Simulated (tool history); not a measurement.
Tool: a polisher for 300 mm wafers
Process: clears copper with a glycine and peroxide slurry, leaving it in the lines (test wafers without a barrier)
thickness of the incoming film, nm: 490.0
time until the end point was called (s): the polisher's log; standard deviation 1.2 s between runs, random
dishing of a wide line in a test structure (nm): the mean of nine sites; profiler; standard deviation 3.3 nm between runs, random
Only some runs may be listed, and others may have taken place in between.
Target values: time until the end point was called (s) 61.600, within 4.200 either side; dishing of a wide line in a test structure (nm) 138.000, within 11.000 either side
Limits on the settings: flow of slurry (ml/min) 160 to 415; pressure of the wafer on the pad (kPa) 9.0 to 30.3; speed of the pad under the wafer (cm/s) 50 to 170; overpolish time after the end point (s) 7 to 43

run  hour  flow of slurry (ml/min)  pressure of the wafer on the pad (kPa)  speed of the pad under the wafer (cm/s)  overpolish time after the end point (s)  time until the end point was called (s)  dishing of a wide line in a test structure (nm)
  1   0.0                      265                                    19.3                                      110                                       22                                   83.790                                           76.719
  2   3.3                      265                                    20.7                                      110                                       24                                   82.065                                           83.824
  3  11.2                      265                                    22.1                                      112                                       26                                   77.383                                           94.542
  4  19.3                      265                                    23.4                                      114                                       27                                   73.535                                          100.810
  5  20.5                      330                                    23.4                                      114                                       27                                   69.818                                          102.230
     22.4  -- worn pad replaced by a new one
  6  22.4                      330                                    23.4                                      100                                       27                                   70.576                                          103.130
  7  28.5                      330                                    24.1                                      100                                       28                                   71.906                                          103.950
  8  31.1                      330                                    24.8                                      102                                       29                                   65.868                                          114.410
  9  36.7                      330                                    24.8                                      102                                       30                                   68.335                                          113.420
 10  39.8                      330                                    25.5                                      102                                       31                                   66.756                                          119.320
 11  46.1                      330                                    26.2                                      102                                       32                                   65.940                                          121.020

5 candidate next runs follow, results not yet known. Just one meets every target within its allowed miss. Identify it.
  A  52.4                      280                                    27.6                                       94                                       25                                        ?                                                ?
  B  52.4                      315                                    29.6                                       84                                       32                                        ?                                                ?
  C  52.4                      380                                    28.3                                      100                                       22                                        ?                                                ?
  D  52.4                      405                                    30.3                                       88                                       28                                        ?                                                ?
  E  52.4                      215                                    26.2                                      116                                       35                                        ?                                                ?

move  time until the end point was called (s)  dishing of a wide line in a test structure (nm)
   A                                   71.111                                          100.510
   B                                   73.655                                          117.360
   C                                   64.910                                           97.883
   D                                   68.518                                          112.640
   E                                   62.730                                          133.230
A: misses by more than the last run did
B: misses by more than the last run did
C: misses by more than the last run did
D: misses by more than the last run did
E: hits every target within its allowed miss
The move that meets every target is E.
